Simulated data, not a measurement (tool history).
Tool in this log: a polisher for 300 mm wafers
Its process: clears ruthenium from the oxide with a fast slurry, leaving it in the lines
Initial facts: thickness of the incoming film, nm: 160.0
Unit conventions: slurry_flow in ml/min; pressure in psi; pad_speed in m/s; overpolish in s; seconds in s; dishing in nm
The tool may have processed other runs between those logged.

{"run": 1, "day": 0.0, "slurry_flow": 235, "pressure": 3.4, "pad_speed": 0.94, "slurry_solids": 1, "overpolish": 11, "seconds": 36.147, "dishing": 41.777}
{"run": 2, "day": 0.246, "slurry_flow": 235, "pressure": 3.4, "pad_speed": 0.94, "slurry_solids": 1, "overpolish": 7, "seconds": 35.639, "dishing": 27.037}
{"run": 3, "day": 0.325, "slurry_flow": 235, "pressure": 2.8, "pad_speed": 0.9, "slurry_solids": 1, "overpolish": 8, "seconds": 45.111, "dishing": 25.818}
{"run": 4, "day": 0.425, "slurry_flow": 235, "pressure": 2.8, "pad_speed": 0.76, "slurry_solids": 1, "overpolish": 8, "seconds": 51.711, "dishing": 22.281}
{"run": 5, "day": 0.6, "slurry_flow": 235, "pressure": 2.8, "pad_speed": 0.76, "slurry_solids": 1, "overpolish": 5, "seconds": 51.054, "dishing": 14.831}
{"run": 6, "day": 0.629, "slurry_flow": 230, "pressure": 2.4, "pad_speed": 0.8, "slurry_solids": 0.95, "overpolish": 7, "seconds": 58.986, "dishing": 17.352}

Expected results for the next run?
{"run": 7, "day": 0.733, "slurry_flow": 230, "pressure": 2.2, "pad_speed": 0.82, "slurry_solids": 0.95, "overpolish": 8, "seconds": "?", "dishing": "?"}

seconds: 59.974 s
dishing: 18.365 nm
